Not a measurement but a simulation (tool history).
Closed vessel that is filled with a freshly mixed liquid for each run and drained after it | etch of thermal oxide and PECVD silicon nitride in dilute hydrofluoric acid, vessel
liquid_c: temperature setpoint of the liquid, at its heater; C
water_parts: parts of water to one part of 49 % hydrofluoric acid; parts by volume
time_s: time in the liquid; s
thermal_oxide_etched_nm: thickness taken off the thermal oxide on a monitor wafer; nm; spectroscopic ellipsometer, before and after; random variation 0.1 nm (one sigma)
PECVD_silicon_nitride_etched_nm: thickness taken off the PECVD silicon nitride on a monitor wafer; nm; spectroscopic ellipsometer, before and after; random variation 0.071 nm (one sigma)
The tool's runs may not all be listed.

run,hour,liquid_c,water_parts,time_s,thermal_oxide_etched_nm,PECVD_silicon_nitride_etched_nm
1,0,21,70,695,46.666,28.751
2,7,24.5,70,695,53.886,36.173
3,11.5,24.5,70,540,41.834,28.208
4,15.4,24,70,540,40.833,27.372
5,19.1,23.5,70,540,39.946,26.547
6,26.6,23.5,80,540,34.492,23.186
7,30.9,23,80,540,34.027,22.311
8,33.5,22,80,540,32.593,21.061
9,42.2,21.5,80,540,31.887,20.328
10,43,21,80,535,30.988,19.409

Run 11 comes next. What will it give?
11,46.9,21.5,80,535,?,?

thermal_oxide_etched_nm: 31.544 nm
PECVD_silicon_nitride_etched_nm: 20.089 nm
